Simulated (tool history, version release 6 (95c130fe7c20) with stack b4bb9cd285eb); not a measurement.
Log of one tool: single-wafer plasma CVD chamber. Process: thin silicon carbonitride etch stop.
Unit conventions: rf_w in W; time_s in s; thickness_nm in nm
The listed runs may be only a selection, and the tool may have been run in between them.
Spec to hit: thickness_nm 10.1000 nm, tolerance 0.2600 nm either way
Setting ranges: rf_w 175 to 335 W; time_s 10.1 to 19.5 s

run 1 hour=0.0 | rf_w=255 time_s=14.8 | thickness_nm=7.9207
run 2 hour=3.8 | rf_w=220 time_s=14.8 | thickness_nm=7.4608
run 3 hour=4.4 | rf_w=220 time_s=16.1 | thickness_nm=8.1166
run 4 hour=10.3 | rf_w=220 time_s=17.8 | thickness_nm=8.9066
run 5 hour=13.0 | rf_w=190 time_s=17.8 | thickness_nm=8.3153
run 6 hour=15.5 | rf_w=175 time_s=17.8 | thickness_nm=7.8526
run 7 hour=18.4 | rf_w=195 time_s=17.9 | thickness_nm=8.3995
run 8 hour=19.9 | rf_w=210 time_s=18.0 | thickness_nm=8.7797
run 9 hour=20.8 | rf_w=220 time_s=18.1 | thickness_nm=8.9971

Which single option among these 4 for the next run brings every result within its allowed miss of target? Just one does.
run A hour=21.7 | rf_w=235 time_s=19.4 | thickness_nm=?
run B hour=21.7 | rf_w=260 time_s=19.5 | thickness_nm=?
run C hour=21.7 | rf_w=280 time_s=18.9 | thickness_nm=?
run D hour=21.7 | rf_w=265 time_s=19.5 | thickness_nm=?

move=A thickness_nm=10.0220
move=B thickness_nm=10.5510
move=C thickness_nm=10.5640
move=D thickness_nm=10.6400
A: every result within its allowed miss
B: moves the result that the last run missed by most past its target, out the other side
C: moves the result that the last run missed by most past its target, out the other side
D: moves the result that the last run missed by most past its target, out the other side
Move A is the one to make.
